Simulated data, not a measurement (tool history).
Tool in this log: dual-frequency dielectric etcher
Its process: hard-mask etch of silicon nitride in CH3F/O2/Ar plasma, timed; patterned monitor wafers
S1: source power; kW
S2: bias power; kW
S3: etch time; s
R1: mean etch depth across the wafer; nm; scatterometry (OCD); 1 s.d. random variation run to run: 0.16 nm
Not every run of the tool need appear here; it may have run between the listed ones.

run,day,S1,S2,S3,R1
1,0.000,0.360,0.086,123.0,85.948
2,0.192,0.350,0.085,123.0,84.387
3,0.417,0.350,0.099,123.0,87.984
4,0.488,0.350,0.099,123.0,88.290
5,0.596,0.400,0.099,123.0,92.677
6,0.771,0.400,0.109,123.0,94.841
7,0.838,0.380,0.105,122.5,91.962
8,1.179,0.360,0.102,122.0,88.682
9,1.292,0.360,0.102,122.0,88.675
10,1.638,0.350,0.100,121.5,86.772

Predict the results of run 11:
11,1.892,0.340,0.099,121.5,?

{"run 11": {"R1": 85.843}}

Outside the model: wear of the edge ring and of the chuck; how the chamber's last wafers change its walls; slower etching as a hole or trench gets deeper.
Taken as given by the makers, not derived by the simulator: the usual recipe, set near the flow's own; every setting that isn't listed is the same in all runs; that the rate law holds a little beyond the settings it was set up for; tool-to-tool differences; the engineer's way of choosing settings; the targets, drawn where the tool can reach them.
